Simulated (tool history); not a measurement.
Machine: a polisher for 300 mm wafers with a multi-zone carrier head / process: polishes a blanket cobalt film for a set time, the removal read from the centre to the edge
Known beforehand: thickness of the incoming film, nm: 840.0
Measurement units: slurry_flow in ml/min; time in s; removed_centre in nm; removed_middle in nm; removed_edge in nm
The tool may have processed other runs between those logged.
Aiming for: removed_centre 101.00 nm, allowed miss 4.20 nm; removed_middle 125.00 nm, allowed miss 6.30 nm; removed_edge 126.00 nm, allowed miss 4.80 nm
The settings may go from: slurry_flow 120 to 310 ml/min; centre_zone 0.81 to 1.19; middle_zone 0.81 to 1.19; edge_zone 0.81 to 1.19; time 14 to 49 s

run	day	slurry_flow	centre_zone	middle_zone	edge_zone	time	removed_centre	removed_middle	removed_edge
1	0.000	200	1.00	1.00	1.00	31	203.97	193.55	194.36
2	0.233	200	1.06	1.00	1.00	31	216.85	191.54	188.70
3	0.350	195	1.03	1.00	1.00	29	195.75	187.89	176.39
4	0.721	145	1.03	1.00	1.00	29	179.65	172.90	170.95
5	0.792	140	1.01	1.00	1.00	28	168.06	165.07	163.17
6	0.958	140	1.01	1.04	1.00	28	169.35	171.37	163.25
# day 1.029: edge zone pressure recalibrated
7	1.029	140	0.99	1.04	1.00	27	164.74	161.67	164.32
8	1.183	140	0.99	1.04	1.00	27	161.29	163.41	167.78
9	1.529	140	0.98	1.06	0.98	26	152.89	163.06	158.35
10	1.762	140	0.97	1.05	0.97	25	147.80	152.47	147.71
11	1.975	140	0.95	1.06	0.97	24	139.08	149.75	145.35
12	2.283	140	0.94	1.06	0.97	24	140.27	153.29	144.71
13	2.325	140	0.93	1.06	0.98	23	129.94	144.12	138.03

Exercise: of the 5 proposed moves below, exactly one satisfies all targets within the stated allowed misses. Which move is it?
A	2.367	140	0.96	0.92	1.01	19	?	?	?
B	2.367	120	0.81	1.06	1.01	23	?	?	?
C	2.367	165	1.13	1.01	0.92	24	?	?	?
D	2.367	155	0.84	1.11	0.91	19	?	?	?
E	2.367	125	0.85	1.11	1.10	20	?	?	?

move	removed_centre	removed_middle	removed_edge
A	112.76	105.04	116.32
B	111.89	137.53	136.50
C	172.29	148.72	144.11
D	102.82	126.12	112.30
E	102.98	125.84	124.76
A: nearer than the last run, and not there yet
B: nearer than the last run, and not there yet
C: moves away from the targets compared with the last run
D: gets the furthest-off result to its target, but another result is out of tolerance
E: in spec on every target
E is the move that brings every result within its allowed miss.
